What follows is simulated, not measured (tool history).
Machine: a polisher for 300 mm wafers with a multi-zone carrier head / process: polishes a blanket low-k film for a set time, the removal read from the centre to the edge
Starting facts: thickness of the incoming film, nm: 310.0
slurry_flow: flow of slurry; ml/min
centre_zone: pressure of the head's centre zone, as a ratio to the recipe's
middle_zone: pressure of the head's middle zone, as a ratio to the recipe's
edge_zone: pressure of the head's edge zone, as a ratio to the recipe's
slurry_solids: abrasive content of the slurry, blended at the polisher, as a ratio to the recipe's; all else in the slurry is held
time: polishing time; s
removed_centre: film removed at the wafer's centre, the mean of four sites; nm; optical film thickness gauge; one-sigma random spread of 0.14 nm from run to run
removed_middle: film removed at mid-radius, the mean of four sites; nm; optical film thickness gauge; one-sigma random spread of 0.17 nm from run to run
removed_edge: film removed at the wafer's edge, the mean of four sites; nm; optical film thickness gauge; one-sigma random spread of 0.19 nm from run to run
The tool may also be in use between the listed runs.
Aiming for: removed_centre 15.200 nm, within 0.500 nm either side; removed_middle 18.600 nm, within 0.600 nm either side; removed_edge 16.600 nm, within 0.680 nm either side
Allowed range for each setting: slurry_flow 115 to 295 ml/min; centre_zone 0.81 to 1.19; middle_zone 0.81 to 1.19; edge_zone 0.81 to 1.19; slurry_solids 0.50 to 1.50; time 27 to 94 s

run    day  slurry_flow  centre_zone  middle_zone  edge_zone  slurry_solids  time  removed_centre  removed_middle  removed_edge
  1  0.000          190         1.00         1.00       1.00           1.00    60          30.190          30.233        31.072
  2  0.271          185         0.97         1.01       0.97           0.90    56          25.989          27.064        27.176
  3  0.583          180         0.95         1.02       0.94           0.80    53          22.627          24.718        23.550
  4  0.733          175         0.93         1.01       0.92           0.75    52          20.805          23.286        22.505
  5  0.821          175         0.93         1.01       0.92           0.75    62          25.303          27.035        26.226
  6  1.138          175         0.93         1.01       0.83           0.75    62          24.727          26.797        25.044
  7  1.192          170         0.92         1.01       0.83           0.70    59          22.160          24.680        22.647
  8  1.467          165         0.91         1.01       0.83           0.65    57          20.456          22.863        21.188
  9  1.767          155         0.84         1.06       0.81           0.50    46          12.722          16.370        14.352
 10  1.958          175         0.85         1.06       0.82           0.50    46          13.314          16.627        14.402
 11  2.112          175         0.86         1.07       0.85           0.50    46          13.340          16.882        15.206
 12  2.267          185         0.87         1.08       0.85           0.50    46          13.687          16.789        14.909
 13  2.400          205         0.89         1.13       0.95           0.65    46          16.905          20.839        18.445
 14  2.525          155         0.89         1.10       0.88           0.65    46          15.816          19.841        17.345
 15  2.762          155         0.89         1.09       0.87           0.65    46          16.018          19.668        17.465
 16  2.979          135         0.87         1.07       0.83           0.60    46          14.430          18.088        15.889
 17  3.183          135         0.88         1.07       0.84           0.60    46          14.478          17.558        16.227

Of the 4 settings listed for the next run, only one would bring every result within its allowed miss of target. Which one?
  A  3.388          165         0.84         1.02       0.81           0.60    48               ?               ?             ?
  B  3.388          120         0.93         1.01       0.85           0.65    48               ?               ?             ?
  C  3.388          115         0.89         1.01       0.94           0.55    50               ?               ?             ?
  D  3.388          160         0.88         1.05       1.00           0.75    37               ?               ?             ?

move  removed_centre  removed_middle  removed_edge
   A          14.964          18.370        16.401
   B          16.132          17.874        16.761
   C          14.378          16.679        16.428
   D          13.635          16.370        15.733
A: meets every target
B: lands further from the targets than the last run did
C: lands further from the targets than the last run did
D: lands further from the targets than the last run did
A meets every target.
